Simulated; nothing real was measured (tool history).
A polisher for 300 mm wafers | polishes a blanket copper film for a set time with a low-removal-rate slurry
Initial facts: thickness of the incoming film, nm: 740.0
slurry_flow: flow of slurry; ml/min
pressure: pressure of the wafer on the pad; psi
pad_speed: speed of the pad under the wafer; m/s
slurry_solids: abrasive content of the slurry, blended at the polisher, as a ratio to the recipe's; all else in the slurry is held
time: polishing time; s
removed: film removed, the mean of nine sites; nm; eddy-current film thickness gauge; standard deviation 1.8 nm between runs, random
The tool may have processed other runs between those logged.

run	hour	slurry_flow	pressure	pad_speed	slurry_solids	time	removed
1	0.0	175	1.8	1.18	1.0	76	170.85
2	6.7	175	1.8	1.38	1.0	76	198.94
3	12.6	175	1.7	1.38	1.0	76	189.19
4	13.4	175	1.5	1.38	1.0	76	171.45
5	18.2	175	1.5	1.38	1.0	76	174.58
6	25.6	175	1.5	1.38	1.1	76	173.53
7	34.0	175	1.4	1.38	1.1	76	166.57
8	38.3	175	1.3	1.38	1.1	76	160.83

Run 9 is up next; what results do you expect?
9	43.1	175	1.3	1.38	1.1	76	?

Run 9 came out at removed 154.82 nm.
